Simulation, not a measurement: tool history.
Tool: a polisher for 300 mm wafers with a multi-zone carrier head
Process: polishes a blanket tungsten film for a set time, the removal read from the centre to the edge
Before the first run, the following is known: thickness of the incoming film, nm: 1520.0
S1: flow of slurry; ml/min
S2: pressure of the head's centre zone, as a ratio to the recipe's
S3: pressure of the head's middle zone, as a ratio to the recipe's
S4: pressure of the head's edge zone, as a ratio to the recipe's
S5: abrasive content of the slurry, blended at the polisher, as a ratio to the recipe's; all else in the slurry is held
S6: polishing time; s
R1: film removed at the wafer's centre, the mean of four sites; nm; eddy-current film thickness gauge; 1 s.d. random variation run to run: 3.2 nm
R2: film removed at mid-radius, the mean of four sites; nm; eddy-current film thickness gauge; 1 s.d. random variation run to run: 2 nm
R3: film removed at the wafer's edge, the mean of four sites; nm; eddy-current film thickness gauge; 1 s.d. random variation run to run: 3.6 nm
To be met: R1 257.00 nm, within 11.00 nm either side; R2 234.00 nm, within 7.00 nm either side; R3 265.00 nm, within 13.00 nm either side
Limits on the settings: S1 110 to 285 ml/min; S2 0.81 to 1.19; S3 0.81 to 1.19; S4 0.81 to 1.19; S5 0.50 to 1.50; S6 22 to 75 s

run	day	S1	S2	S3	S4	S5	S6	R1	R2	R3
1	0.000	180	1.00	1.00	1.00	1.00	48	201.89	196.24	190.81
2	0.100	180	1.00	1.00	1.00	1.00	55	230.16	223.16	225.39
3	0.404	180	1.00	1.00	1.00	1.00	45	185.71	183.76	182.26
4	0.533	180	1.00	1.00	1.00	0.80	45	179.76	174.32	176.10
5	0.688	180	1.00	0.98	1.03	0.95	48	193.32	189.15	192.37
6	0.821	175	1.01	0.95	1.06	1.05	51	213.72	202.30	218.19
7	1.033	225	1.08	0.98	1.16	1.30	52	255.07	227.49	245.05
8	1.367	225	1.07	0.97	1.17	1.35	52	252.06	229.68	250.96
9	1.633	225	1.07	0.97	1.17	1.35	52	254.23	224.81	249.26
10	1.688	225	1.06	0.97	1.17	1.40	52	253.08	232.78	247.33

5 candidate next runs follow, results not yet known. Just one meets every target within its allowed miss. Identify it.
A	1.742	195	1.01	0.96	1.19	1.30	51	?	?	?
B	1.742	240	1.19	1.05	0.96	1.50	52	?	?	?
C	1.742	235	1.03	1.08	1.09	1.50	47	?	?	?
D	1.742	240	1.10	1.10	1.07	1.50	49	?	?	?
E	1.742	215	1.05	0.97	1.19	1.35	54	?	?	?

move	R1	R2	R3
A	228.23	212.86	244.75
B	287.15	249.20	236.78
C	228.13	230.24	227.17
D	252.62	244.40	235.04
E	256.24	232.64	264.24
A: further off than the last run
B: further off than the last run
C: further off than the last run
D: further off than the last run
E: each result inside its tolerance
The move that meets every target is E.

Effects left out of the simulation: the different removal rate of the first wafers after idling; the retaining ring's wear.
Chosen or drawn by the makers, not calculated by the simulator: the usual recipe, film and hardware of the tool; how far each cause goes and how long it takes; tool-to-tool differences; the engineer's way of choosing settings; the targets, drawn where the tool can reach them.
